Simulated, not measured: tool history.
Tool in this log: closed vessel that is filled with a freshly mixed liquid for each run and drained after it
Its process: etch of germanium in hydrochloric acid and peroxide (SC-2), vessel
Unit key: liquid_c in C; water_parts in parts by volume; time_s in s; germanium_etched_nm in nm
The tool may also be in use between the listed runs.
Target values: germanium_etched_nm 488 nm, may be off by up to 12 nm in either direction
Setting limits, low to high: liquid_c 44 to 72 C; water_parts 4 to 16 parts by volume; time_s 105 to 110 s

Run 1, hour 0: liquid_c 60 C, water_parts 9 parts by volume, time_s 105 s. Result: germanium_etched_nm 384.43 nm.
Run 2, hour 5.2: liquid_c 61 C, water_parts 9 parts by volume, time_s 105 s. Result: germanium_etched_nm 389.88 nm.
Run 3, hour 7.4: liquid_c 61 C, water_parts 11.5 parts by volume, time_s 105 s. Result: germanium_etched_nm 380.97 nm.
Run 4, hour 12: liquid_c 62 C, water_parts 11.5 parts by volume, time_s 105 s. Result: germanium_etched_nm 394.45 nm.
Run 5, hour 17.4: liquid_c 63 C, water_parts 11.5 parts by volume, time_s 105 s. Result: germanium_etched_nm 405.7 nm.
Run 6, hour 24.3: liquid_c 64 C, water_parts 11.5 parts by volume, time_s 105 s. Result: germanium_etched_nm 420.33 nm.
Run 7, hour 31.3: liquid_c 64.5 C, water_parts 11.5 parts by volume, time_s 105 s. Result: germanium_etched_nm 423.86 nm.
Run 8, hour 35.2: liquid_c 65 C, water_parts 11.5 parts by volume, time_s 105 s. Result: germanium_etched_nm 431.12 nm.
Run 9, hour 36.6: liquid_c 65.5 C, water_parts 11.5 parts by volume, time_s 105 s. Result: germanium_etched_nm 437.6 nm.
Run 10, hour 38.5: liquid_c 66 C, water_parts 11.5 parts by volume, time_s 105 s. Result: germanium_etched_nm 441.12 nm.

Exactly one of the 5 candidate moves below puts every result within its allowed miss. Which one?
Run A, hour 40.4: liquid_c 69 C, water_parts 10 parts by volume, time_s 105 s. Result: germanium_etched_nm ?.
Run B, hour 40.4: liquid_c 70.5 C, water_parts 12.5 parts by volume, time_s 110 s. Result: germanium_etched_nm ?.
Run C, hour 40.4: liquid_c 68 C, water_parts 13.5 parts by volume, time_s 105 s. Result: germanium_etched_nm ?.
Run D, hour 40.4: liquid_c 62.5 C, water_parts 11 parts by volume, time_s 105 s. Result: germanium_etched_nm ?.
Run E, hour 40.4: liquid_c 72 C, water_parts 12.5 parts by volume, time_s 105 s. Result: germanium_etched_nm ?.

move  germanium_etched_nm
   A               488.31
   B               516.65
   C               454.99
   D               401.74
   E               513.49
A: all results in spec
B: takes the result that was furthest off past its target
C: closes in on the targets versus the last run, not all within tolerance yet
D: misses by more than the last run did
E: takes the result that was furthest off past its target
A meets every target.
